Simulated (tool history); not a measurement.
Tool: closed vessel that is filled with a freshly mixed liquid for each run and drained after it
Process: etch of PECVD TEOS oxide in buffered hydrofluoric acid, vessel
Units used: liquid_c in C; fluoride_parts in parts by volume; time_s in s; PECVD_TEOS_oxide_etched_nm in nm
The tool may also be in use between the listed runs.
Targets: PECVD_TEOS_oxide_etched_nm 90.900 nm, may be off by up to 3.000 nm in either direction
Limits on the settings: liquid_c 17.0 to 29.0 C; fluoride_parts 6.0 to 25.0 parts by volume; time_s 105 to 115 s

| run | hour | liquid_c | fluoride_parts | time_s | PECVD_TEOS_oxide_etched_nm |
|---|---|---|---|---|---|
| 1 | 0.0 | 21.0 | 15.5 | 105 | 107.120 |
| 2 | 1.1 | 20.0 | 15.5 | 105 | 102.250 |
| 3 | 9.0 | 19.5 | 15.5 | 105 | 97.178 |
| 4 | 14.2 | 21.0 | 15.5 | 105 | 106.900 |
| 5 | 22.7 | 19.5 | 15.5 | 105 | 99.354 |
| 6 | 24.1 | 19.5 | 15.5 | 115 | 107.980 |
| 7 | 28.9 | 19.0 | 15.5 | 115 | 103.520 |
| 8 | 30.3 | 18.5 | 15.5 | 115 | 103.710 |
| 9 | 39.3 | 18.0 | 15.5 | 115 | 99.129 |
| 10 | 43.9 | 17.5 | 15.5 | 115 | 96.424 |
| 11 | 46.8 | 17.5 | 15.5 | 115 | 97.039 |

Consider the 5 candidate settings below. Which is the only one whose results all fall within their allowed miss of target?
| A | 49.7 | 17.5 | 13.5 | 110 | ? |
| B | 49.7 | 19.5 | 15.0 | 105 | ? |
| C | 49.7 | 17.0 | 14.5 | 105 | ? |
| D | 49.7 | 20.5 | 15.5 | 110 | ? |
| E | 49.7 | 17.0 | 12.5 | 105 | ? |

| move | PECVD_TEOS_oxide_etched_nm |
|---|---|
| A | 106.100 |
| B | 102.270 |
| C | 91.755 |
| D | 109.720 |
| E | 106.150 |
A: misses by more than the last run did
B: misses by more than the last run did
C: every result within its allowed miss
D: misses by more than the last run did
E: misses by more than the last run did
Move C is the one to make.
